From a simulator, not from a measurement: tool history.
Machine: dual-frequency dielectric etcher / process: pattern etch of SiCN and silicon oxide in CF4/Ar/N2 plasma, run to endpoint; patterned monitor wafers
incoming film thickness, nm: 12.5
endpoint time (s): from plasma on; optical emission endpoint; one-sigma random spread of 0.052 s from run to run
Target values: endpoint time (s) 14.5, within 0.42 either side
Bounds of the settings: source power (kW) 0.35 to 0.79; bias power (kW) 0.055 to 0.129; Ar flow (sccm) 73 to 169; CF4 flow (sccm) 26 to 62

run 1 hour=0 | source_power_(kW)=0.57 bias_power_(kW)=0.092 Ar_flow_(sccm)=121 CF4_flow_(sccm)=44 | endpoint_time_(s)=11.735
run 2 hour=3.4 | source_power_(kW)=0.57 bias_power_(kW)=0.092 Ar_flow_(sccm)=121 CF4_flow_(sccm)=39 | endpoint_time_(s)=11.879
run 3 hour=5.7 | source_power_(kW)=0.55 bias_power_(kW)=0.091 Ar_flow_(sccm)=121 CF4_flow_(sccm)=39 | endpoint_time_(s)=12.297
run 4 hour=9 | source_power_(kW)=0.55 bias_power_(kW)=0.076 Ar_flow_(sccm)=121 CF4_flow_(sccm)=39 | endpoint_time_(s)=13.105
run 5 hour=13.7 | source_power_(kW)=0.55 bias_power_(kW)=0.076 Ar_flow_(sccm)=107 CF4_flow_(sccm)=39 | endpoint_time_(s)=12.886
run 6 hour=20 | source_power_(kW)=0.54 bias_power_(kW)=0.076 Ar_flow_(sccm)=107 CF4_flow_(sccm)=39 | endpoint_time_(s)=13.094
run 7 hour=24.8 | source_power_(kW)=0.53 bias_power_(kW)=0.076 Ar_flow_(sccm)=107 CF4_flow_(sccm)=39 | endpoint_time_(s)=13.387
run 8 hour=30.2 | source_power_(kW)=0.53 bias_power_(kW)=0.076 Ar_flow_(sccm)=107 CF4_flow_(sccm)=39 | endpoint_time_(s)=13.298
run 9 hour=37.1 | source_power_(kW)=0.52 bias_power_(kW)=0.076 Ar_flow_(sccm)=107 CF4_flow_(sccm)=39 | endpoint_time_(s)=13.461

Which single option among these 4 for the next run brings every result within its allowed miss of target? Just one does.
run A hour=44 | source_power_(kW)=0.52 bias_power_(kW)=0.077 Ar_flow_(sccm)=93 CF4_flow_(sccm)=52 | endpoint_time_(s)=?
run B hour=44 | source_power_(kW)=0.59 bias_power_(kW)=0.081 Ar_flow_(sccm)=133 CF4_flow_(sccm)=37 | endpoint_time_(s)=?
run C hour=44 | source_power_(kW)=0.54 bias_power_(kW)=0.086 Ar_flow_(sccm)=117 CF4_flow_(sccm)=36 | endpoint_time_(s)=?
run D hour=44 | source_power_(kW)=0.49 bias_power_(kW)=0.07 Ar_flow_(sccm)=124 CF4_flow_(sccm)=43 | endpoint_time_(s)=?

move=A endpoint_time_(s)=12.641
move=B endpoint_time_(s)=12.47
move=C endpoint_time_(s)=12.743
move=D endpoint_time_(s)=14.59
A: lands further from the targets than the last run did
B: lands further from the targets than the last run did
C: lands further from the targets than the last run did
D: every result within its allowed miss
So the answer is move D, the one that meets all the targets.
